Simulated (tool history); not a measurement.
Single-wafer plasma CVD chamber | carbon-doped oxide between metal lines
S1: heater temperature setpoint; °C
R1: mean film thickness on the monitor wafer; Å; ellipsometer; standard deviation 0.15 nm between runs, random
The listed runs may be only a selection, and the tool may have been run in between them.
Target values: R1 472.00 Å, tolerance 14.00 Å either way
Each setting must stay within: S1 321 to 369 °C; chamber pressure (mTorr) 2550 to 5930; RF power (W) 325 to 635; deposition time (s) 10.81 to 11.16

Run 1, day 0.000: S1 345 °C, chamber pressure (mTorr) 4240, RF power (W) 480, deposition time (s) 10.81. Result: R1 549.23 Å.
Run 2, day 0.362: S1 347 °C, chamber pressure (mTorr) 4130, RF power (W) 460, deposition time (s) 10.81. Result: R1 530.71 Å.
Run 3, day 0.658: S1 348 °C, chamber pressure (mTorr) 4050, RF power (W) 445, deposition time (s) 10.81. Result: R1 515.41 Å.
Run 4, day 0.725: S1 340 °C, chamber pressure (mTorr) 4050, RF power (W) 445, deposition time (s) 10.81. Result: R1 527.45 Å.
Run 5, day 0.992: S1 340 °C, chamber pressure (mTorr) 4050, RF power (W) 410, deposition time (s) 10.81. Result: R1 500.73 Å.
Run 6, day 1.142: S1 348 °C, chamber pressure (mTorr) 4050, RF power (W) 410, deposition time (s) 10.81. Result: R1 485.09 Å.
Run 7, day 1.400: S1 348 °C, chamber pressure (mTorr) 4030, RF power (W) 410, deposition time (s) 10.81. Result: R1 485.01 Å.
Run 8, day 1.612: S1 348 °C, chamber pressure (mTorr) 4030, RF power (W) 410, deposition time (s) 10.81. Result: R1 484.87 Å.
Run 9, day 1.821: S1 348 °C, chamber pressure (mTorr) 4000, RF power (W) 410, deposition time (s) 10.81. Result: R1 486.00 Å.

Exactly one of the 5 candidate moves below puts every result within its allowed miss. Which one?
Run A, day 2.029: S1 352 °C, chamber pressure (mTorr) 3890, RF power (W) 430, deposition time (s) 10.98. Result: R1 ?.
Run B, day 2.029: S1 347 °C, chamber pressure (mTorr) 4630, RF power (W) 420, deposition time (s) 11.16. Result: R1 ?.
Run C, day 2.029: S1 340 °C, chamber pressure (mTorr) 4440, RF power (W) 445, deposition time (s) 10.81. Result: R1 ?.
Run D, day 2.029: S1 359 °C, chamber pressure (mTorr) 5210, RF power (W) 395, deposition time (s) 10.81. Result: R1 ?.
Run E, day 2.029: S1 357 °C, chamber pressure (mTorr) 4280, RF power (W) 425, deposition time (s) 11.16. Result: R1 ?.

move      R1
   A  504.92
   B  525.49
   C  539.28
   D  479.00
   E  508.11
A: moves away from the targets compared with the last run
B: moves away from the targets compared with the last run
C: moves away from the targets compared with the last run
D: every result lands within tolerance
E: moves away from the targets compared with the last run
D meets every target.
